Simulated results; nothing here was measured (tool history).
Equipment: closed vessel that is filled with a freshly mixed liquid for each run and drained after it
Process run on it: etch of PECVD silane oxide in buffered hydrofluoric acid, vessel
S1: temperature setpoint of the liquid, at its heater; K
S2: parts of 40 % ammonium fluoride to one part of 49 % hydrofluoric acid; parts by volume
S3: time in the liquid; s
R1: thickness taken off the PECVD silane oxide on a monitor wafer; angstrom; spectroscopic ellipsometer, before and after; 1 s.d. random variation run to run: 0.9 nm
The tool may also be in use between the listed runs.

run 1 hour=0.0 | S1=297.15 S2=8.5 S3=30 | R1=1143.1
run 2 hour=3.5 | S1=297.15 S2=8.5 S3=30 | R1=1138.9
run 3 hour=12.8 | S1=299.15 S2=7.5 S3=30 | R1=1451.0
run 4 hour=15.0 | S1=297.65 S2=7.5 S3=30 | R1=1337.9
run 5 hour=19.7 | S1=297.65 S2=7.5 S3=30 | R1=1339.9
run 6 hour=24.3 | S1=297.65 S2=10.0 S3=30 | R1=1023.5

Run 7 comes next. What will it give?
run 7 hour=29.5 | S1=299.15 S2=9.0 S3=30 | R1=?

R1: 1193.6 angstrom
